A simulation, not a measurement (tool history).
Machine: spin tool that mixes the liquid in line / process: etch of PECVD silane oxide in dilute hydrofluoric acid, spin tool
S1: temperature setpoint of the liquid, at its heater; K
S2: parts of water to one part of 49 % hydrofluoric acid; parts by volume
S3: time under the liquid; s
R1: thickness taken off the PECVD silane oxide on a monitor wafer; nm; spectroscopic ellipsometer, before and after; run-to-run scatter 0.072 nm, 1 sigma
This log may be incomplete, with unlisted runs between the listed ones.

| run | hour | S1 | S2 | S3 | R1 |
|---|---|---|---|---|---|
| 1 | 0.0 | 294.15 | 285 | 75 | 8.2820 |
| 2 | 5.2 | 294.15 | 360 | 75 | 6.1903 |
| 3 | 6.4 | 294.65 | 360 | 75 | 6.2687 |
| 4 | 13.6 | 294.65 | 300 | 75 | 8.0043 |
| 5 | 22.4 | 294.15 | 300 | 75 | 7.7800 |
| 6 | 25.7 | 294.15 | 300 | 55 | 5.8974 |

Run 7 is up next; what results do you expect?
| 7 | 26.3 | 294.65 | 300 | 55 | ? |

Run 7 yielded R1 5.8079 nm.
